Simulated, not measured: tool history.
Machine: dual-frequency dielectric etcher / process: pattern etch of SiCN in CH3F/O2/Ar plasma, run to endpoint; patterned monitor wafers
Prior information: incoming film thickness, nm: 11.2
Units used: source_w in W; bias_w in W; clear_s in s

Run 1, hour 0: source_w 470 W, bias_w 77 W. Result: clear_s 27.81 s.
Run 2, hour 3.1: source_w 400 W, bias_w 77 W. Result: clear_s 30.055 s.
Run 3, hour 6.8: source_w 370 W, bias_w 77 W. Result: clear_s 30.708 s.
Run 4, hour 9: source_w 370 W, bias_w 89 W. Result: clear_s 29.722 s.
At hour 17.9: bias power generator calibrated.
Run 5, hour 17.9: source_w 410 W, bias_w 90 W. Result: clear_s 28.621 s.
Run 6, hour 20.6: source_w 410 W, bias_w 98 W. Result: clear_s 27.939 s.
Run 7, hour 28.1: source_w 440 W, bias_w 99 W. Result: clear_s 26.792 s.
Run 8, hour 36.6: source_w 460 W, bias_w 99 W. Result: clear_s 26.531 s.

For run 9, what comes out?
Run 9, hour 43.6: source_w 480 W, bias_w 100 W. Result: clear_s ?.

{"run 9": {"clear_s": 25.662}}
